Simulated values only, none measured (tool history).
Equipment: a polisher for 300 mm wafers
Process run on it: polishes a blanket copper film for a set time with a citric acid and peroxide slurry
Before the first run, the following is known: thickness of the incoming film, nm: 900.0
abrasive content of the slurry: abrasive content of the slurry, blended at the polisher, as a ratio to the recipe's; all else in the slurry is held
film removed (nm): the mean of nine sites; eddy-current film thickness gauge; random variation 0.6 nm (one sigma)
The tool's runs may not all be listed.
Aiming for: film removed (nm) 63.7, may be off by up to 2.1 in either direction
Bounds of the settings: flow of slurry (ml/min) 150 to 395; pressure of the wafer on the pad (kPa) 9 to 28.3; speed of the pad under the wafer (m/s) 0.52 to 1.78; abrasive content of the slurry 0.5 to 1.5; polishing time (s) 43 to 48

run	day	flow of slurry (ml/min)	pressure of the wafer on the pad (kPa)	speed of the pad under the wafer (m/s)	abrasive content of the slurry	polishing time (s)	film removed (nm)
1	0	250	18.6	1.14	1	48	121.03
2	0.192	250	18.6	1.28	1	48	133.51
3	0.554	315	18.6	1.28	1	48	136.82
4	0.871	315	15.9	1.18	1	48	111.84
5	1.117	315	15.9	1.18	0.85	48	108.48
6	1.2	315	13.8	1.1	0.85	48	90.28
7	1.404	310	12.4	1.06	0.85	48	80.806
8	1.533	305	11	1.04	0.85	48	71.77
9	1.733	290	10.3	1.04	0.85	48	69.662

Which of these 5 next moves meets every target?
A	1.933	300	12.4	1.04	0.8	48	?
B	1.933	345	9.7	1.1	0.9	48	?
C	1.933	280	11	1.02	0.85	44	?
D	1.933	380	10.3	1.34	0.6	44	?
E	1.933	315	13.8	1	0.6	47	?

move	film removed (nm)
A	76.856
B	69.083
C	63.755
D	71.302
E	73.834
A: further off than the last run
B: gains on the last run, yet a result remains outside its allowed miss
C: all results land within tolerance of their targets
D: further off than the last run
E: further off than the last run
So the answer is move C, the one that meets all the targets.
